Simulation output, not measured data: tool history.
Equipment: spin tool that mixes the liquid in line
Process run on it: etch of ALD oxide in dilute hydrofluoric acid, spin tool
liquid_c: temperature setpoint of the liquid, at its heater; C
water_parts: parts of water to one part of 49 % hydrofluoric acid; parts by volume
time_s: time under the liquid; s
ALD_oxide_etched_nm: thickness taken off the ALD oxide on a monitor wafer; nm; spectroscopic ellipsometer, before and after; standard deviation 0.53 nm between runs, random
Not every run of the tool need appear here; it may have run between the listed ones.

Run 1, hour 0.0: liquid_c 21.0 C, water_parts 110 parts by volume, time_s 260 s. Result: ALD_oxide_etched_nm 53.975 nm.
Run 2, hour 2.5: liquid_c 18.5 C, water_parts 110 parts by volume, time_s 260 s. Result: ALD_oxide_etched_nm 48.585 nm.
Run 3, hour 8.6: liquid_c 18.5 C, water_parts 75 parts by volume, time_s 260 s. Result: ALD_oxide_etched_nm 74.366 nm.
Run 4, hour 12.7: liquid_c 18.5 C, water_parts 75 parts by volume, time_s 260 s. Result: ALD_oxide_etched_nm 73.448 nm.
Run 5, hour 20.0: liquid_c 18.5 C, water_parts 75 parts by volume, time_s 260 s. Result: ALD_oxide_etched_nm 74.122 nm.
Run 6, hour 22.9: liquid_c 18.5 C, water_parts 45 parts by volume, time_s 260 s. Result: ALD_oxide_etched_nm 127.190 nm.

Expected results for the next run?
Run 7, hour 25.9: liquid_c 18.0 C, water_parts 55 parts by volume, time_s 260 s. Result: ALD_oxide_etched_nm ?.

ALD_oxide_etched_nm: 100.910 nm
